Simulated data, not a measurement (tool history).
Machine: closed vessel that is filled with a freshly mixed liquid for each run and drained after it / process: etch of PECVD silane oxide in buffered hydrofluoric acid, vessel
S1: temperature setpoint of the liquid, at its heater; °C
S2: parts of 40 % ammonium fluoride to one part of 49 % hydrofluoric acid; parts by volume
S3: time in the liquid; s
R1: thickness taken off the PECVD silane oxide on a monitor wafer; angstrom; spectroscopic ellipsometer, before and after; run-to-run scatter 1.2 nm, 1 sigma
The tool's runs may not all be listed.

run,hour,S1,S2,S3,R1
1,0.0,23,23.5,95,800.67
2,1.1,23,27.5,95,721.59
3,6.6,23,27.5,95,718.07
4,13.1,24,25.5,95,800.78
5,15.0,24,25.5,105,880.76
6,17.8,24,19.5,105,1052.20
7,22.1,25,18.5,105,1177.00

Run 8, settings as shown, results not yet in. Your forecast:
8,27.2,26,18.5,105,?

R1: 1253.00 angstrom

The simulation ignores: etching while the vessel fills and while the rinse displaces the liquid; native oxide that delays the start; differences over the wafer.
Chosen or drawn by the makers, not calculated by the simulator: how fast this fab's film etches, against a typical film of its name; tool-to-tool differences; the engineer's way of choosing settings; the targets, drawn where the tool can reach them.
